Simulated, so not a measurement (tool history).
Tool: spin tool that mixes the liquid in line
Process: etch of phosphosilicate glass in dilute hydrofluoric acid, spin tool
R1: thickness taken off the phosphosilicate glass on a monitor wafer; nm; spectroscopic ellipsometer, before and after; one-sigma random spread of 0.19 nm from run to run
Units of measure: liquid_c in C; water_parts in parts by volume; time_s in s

run 1 hour=0 | liquid_c=22 water_parts=240 time_s=50 | R1=22.061
run 2 hour=4.1 | liquid_c=24 water_parts=225 time_s=50 | R1=25.692
run 3 hour=11 | liquid_c=25.5 water_parts=215 time_s=50 | R1=28.577
run 4 hour=14.4 | liquid_c=25.5 water_parts=150 time_s=50 | R1=44.268
run 5 hour=17.6 | liquid_c=24 water_parts=150 time_s=50 | R1=41.938
run 6 hour=21.3 | liquid_c=24 water_parts=150 time_s=55 | R1=46.425
run 7 hour=25.3 | liquid_c=22.5 water_parts=150 time_s=55 | R1=43.552
run 8 hour=29.7 | liquid_c=21.5 water_parts=150 time_s=55 | R1=41.693

Run 9 has not been measured yet. What should we expect?
run 9 hour=33.9 | liquid_c=21 water_parts=150 time_s=55 | R1=?

{"run 9": {"R1": 41.012}}
